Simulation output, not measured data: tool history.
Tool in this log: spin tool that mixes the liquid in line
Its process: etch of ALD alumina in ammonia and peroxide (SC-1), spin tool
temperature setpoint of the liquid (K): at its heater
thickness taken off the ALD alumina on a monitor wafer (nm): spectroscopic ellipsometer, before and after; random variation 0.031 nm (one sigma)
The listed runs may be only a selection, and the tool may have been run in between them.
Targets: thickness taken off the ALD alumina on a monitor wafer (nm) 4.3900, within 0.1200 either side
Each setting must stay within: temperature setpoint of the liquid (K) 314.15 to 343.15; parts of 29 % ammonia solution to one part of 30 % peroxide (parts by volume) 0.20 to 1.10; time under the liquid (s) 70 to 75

run  hour  temperature setpoint of the liquid (K)  parts of 29 % ammonia solution to one part of 30 % peroxide (parts by volume)  time under the liquid (s)  thickness taken off the ALD alumina on a monitor wafer (nm)
  1   0.0                                  330.15                                                                           0.60                         70                                                       6.6740
  2   1.0                                  327.65                                                                           0.60                         70                                                       5.9049
  3   5.5                                  327.65                                                                           0.70                         70                                                       5.9566
  4  13.1                                  333.15                                                                           0.70                         70                                                       8.0608
  5  22.1                                  329.65                                                                           0.70                         70                                                       6.6028
  6  30.1                                  324.15                                                                           0.70                         70                                                       4.9482
     38.4  -- ammonia flow meter replaced
  7  38.4                                  323.65                                                                           0.70                         70                                                       4.7820
  8  41.8                                  323.15                                                                           0.70                         70                                                       4.6563

Exactly one of the 5 candidate moves below puts every result within its allowed miss. Which one?
  A  45.2                                  323.15                                                                           0.65                         70                                                            ?
  B  45.2                                  323.15                                                                           0.80                         70                                                            ?
  C  45.2                                  323.15                                                                           0.25                         70                                                            ?
  D  45.2                                  322.15                                                                           0.65                         75                                                            ?
  E  45.2                                  322.65                                                                           0.55                         70                                                            ?

move  thickness taken off the ALD alumina on a monitor wafer (nm)
   A                                                       4.6349
   B                                                       4.7274
   C                                                       4.2321
   D                                                       4.6994
   E                                                       4.4379
A: better than the last run, though not everything is in spec
B: the biggest miss grows against the last run
C: takes the result that was furthest off past its target
D: the biggest miss grows against the last run
E: every result within its allowed miss
The right move is E.
